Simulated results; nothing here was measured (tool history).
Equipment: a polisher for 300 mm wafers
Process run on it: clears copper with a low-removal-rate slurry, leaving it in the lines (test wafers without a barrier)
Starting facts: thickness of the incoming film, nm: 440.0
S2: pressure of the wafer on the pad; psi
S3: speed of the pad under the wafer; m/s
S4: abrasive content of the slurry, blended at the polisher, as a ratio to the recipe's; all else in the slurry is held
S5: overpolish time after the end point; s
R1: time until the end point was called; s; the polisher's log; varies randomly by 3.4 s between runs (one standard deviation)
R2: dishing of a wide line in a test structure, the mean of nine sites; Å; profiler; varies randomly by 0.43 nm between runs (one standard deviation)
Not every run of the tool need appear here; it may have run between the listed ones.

Run 1, hour 0.0: flow of slurry (ml/min) 130, S2 3.6 psi, S3 0.84 m/s, S4 1.0, S5 17 s. Result: R1 145.85 s, R2 377.12 Å.
Run 2, hour 2.8: flow of slurry (ml/min) 130, S2 3.6 psi, S3 0.96 m/s, S4 1.0, S5 17 s. Result: R1 127.58 s, R2 399.91 Å.
Run 3, hour 6.9: flow of slurry (ml/min) 125, S2 3.2 psi, S3 0.92 m/s, S4 1.0, S5 17 s. Result: R1 144.87 s, R2 365.22 Å.
Run 4, hour 11.9: flow of slurry (ml/min) 125, S2 3.9 psi, S3 0.92 m/s, S4 1.0, S5 17 s. Result: R1 126.60 s, R2 418.89 Å.
Run 5, hour 15.8: flow of slurry (ml/min) 120, S2 3.4 psi, S3 0.88 m/s, S4 1.0, S5 17 s. Result: R1 147.20 s, R2 351.92 Å.
Run 6, hour 22.1: flow of slurry (ml/min) 120, S2 3.4 psi, S3 0.72 m/s, S4 1.0, S5 17 s. Result: R1 171.06 s, R2 299.65 Å.
Run 7, hour 26.6: flow of slurry (ml/min) 115, S2 3.0 psi, S3 0.70 m/s, S4 1.0, S5 18 s. Result: R1 194.65 s, R2 285.75 Å.

Expected results for the next run?
Run 8, hour 30.6: flow of slurry (ml/min) 115, S2 2.7 psi, S3 0.70 m/s, S4 1.0, S5 19 s. Result: R1 ?, R2 ?.

{"run 8": {"R1": 210.62, "R2": 287.59}}

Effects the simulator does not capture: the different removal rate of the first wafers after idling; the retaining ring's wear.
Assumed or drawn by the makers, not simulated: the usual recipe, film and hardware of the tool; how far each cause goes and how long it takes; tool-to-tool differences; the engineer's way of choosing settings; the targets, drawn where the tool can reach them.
